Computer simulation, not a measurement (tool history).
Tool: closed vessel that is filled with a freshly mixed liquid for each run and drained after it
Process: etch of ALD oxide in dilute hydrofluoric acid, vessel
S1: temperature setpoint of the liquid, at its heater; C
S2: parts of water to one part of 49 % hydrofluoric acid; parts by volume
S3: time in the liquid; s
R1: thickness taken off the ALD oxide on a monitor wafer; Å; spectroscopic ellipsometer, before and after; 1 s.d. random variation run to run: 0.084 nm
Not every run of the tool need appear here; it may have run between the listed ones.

run 1 hour=0 | S1=25 S2=205 S3=180 | R1=138.79
run 2 hour=3.7 | S1=25 S2=170 S3=180 | R1=177.68
run 3 hour=12.6 | S1=25 S2=220 S3=180 | R1=127.01
run 4 hour=20.8 | S1=25 S2=220 S3=180 | R1=125.26
run 5 hour=22.2 | S1=28 S2=220 S3=180 | R1=141.95
run 6 hour=23.3 | S1=28 S2=220 S3=180 | R1=140.97
run 7 hour=32.1 | S1=25 S2=225 S3=180 | R1=123.74
run 8 hour=38.9 | S1=23 S2=225 S3=180 | R1=115.31
run 9 hour=48.3 | S1=21.5 S2=225 S3=180 | R1=108.93
run 10 hour=50.4 | S1=20.5 S2=225 S3=180 | R1=104.95

For run 11, what comes out?
run 11 hour=55.2 | S1=20.5 S2=225 S3=180 | R1=?

Run 11 came out at R1 104.83 Å.
